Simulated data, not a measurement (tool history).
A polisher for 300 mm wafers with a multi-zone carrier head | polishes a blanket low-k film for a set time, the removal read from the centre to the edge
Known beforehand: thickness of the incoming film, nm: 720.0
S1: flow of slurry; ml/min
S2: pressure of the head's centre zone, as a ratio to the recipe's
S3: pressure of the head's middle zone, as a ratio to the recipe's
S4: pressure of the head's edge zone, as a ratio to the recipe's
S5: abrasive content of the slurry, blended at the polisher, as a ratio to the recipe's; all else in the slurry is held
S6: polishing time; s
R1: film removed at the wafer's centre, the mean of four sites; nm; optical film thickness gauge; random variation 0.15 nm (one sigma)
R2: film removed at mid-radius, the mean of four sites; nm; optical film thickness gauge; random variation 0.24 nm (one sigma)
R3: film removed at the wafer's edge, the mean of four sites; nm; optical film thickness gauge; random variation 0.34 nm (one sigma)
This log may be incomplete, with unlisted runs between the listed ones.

| run | hour | S1 | S2 | S3 | S4 | S5 | S6 | R1 | R2 | R3 |
|---|---|---|---|---|---|---|---|---|---|---|
| 1 | 0 | 175 | 1 | 1 | 1 | 1 | 84 | 18.533 | 18.105 | 17.682 |
| 2 | 4.8 | 185 | 0.98 | 1.04 | 1.06 | 1.15 | 84 | 19.253 | 19.708 | 19.088 |
| 3 | 7.5 | 185 | 0.96 | 1.06 | 1.09 | 1.25 | 86 | 19.817 | 21.151 | 19.968 |
| 4 | 8 | 195 | 0.93 | 1.06 | 1.12 | 1.35 | 88 | 20.188 | 22.413 | 21.109 |
| 5 | 8.6 | 195 | 0.93 | 1.06 | 1.12 | 1.5 | 88 | 21.093 | 23.62 | 21.684 |
| 6 | 13.7 | 195 | 0.93 | 1.06 | 1.05 | 1.5 | 88 | 21.121 | 23.616 | 21.817 |
| 7 | 14.8 | 195 | 0.93 | 1.06 | 1.05 | 1.5 | 88 | 21.026 | 23.426 | 21.213 |
| 8 | 22.3 | 200 | 0.91 | 1.05 | 1.09 | 1.5 | 90 | 20.698 | 23.876 | 22.707 |
| 9 | 23.8 | 245 | 0.93 | 1.06 | 1.13 | 1.5 | 91 | 22.504 | 24.819 | 23.908 |
| 10 | 24.7 | 245 | 0.92 | 1.06 | 1.13 | 1.5 | 92 | 22.35 | 24.518 | 23.595 |
|  | 31.4 | worn pad replaced by a new one |
| 11 | 31.4 | 240 | 0.91 | 1.06 | 1.14 | 1.5 | 93 | 24.525 | 27.665 | 26.419 |
| 12 | 36.9 | 215 | 0.9 | 1.04 | 1.13 | 1.5 | 93 | 23.825 | 26.505 | 26.099 |
| 13 | 39.6 | 215 | 0.89 | 1.05 | 1.11 | 1.45 | 93 | 23.318 | 26.827 | 24.812 |

For run 14, what comes out?
| 14 | 43.6 | 205 | 0.89 | 1.05 | 1.13 | 1.45 | 92 | ? | ? | ? |

{"run 14": {"R1": 22.836, "R2": 26.062, "R3": 25.007}}

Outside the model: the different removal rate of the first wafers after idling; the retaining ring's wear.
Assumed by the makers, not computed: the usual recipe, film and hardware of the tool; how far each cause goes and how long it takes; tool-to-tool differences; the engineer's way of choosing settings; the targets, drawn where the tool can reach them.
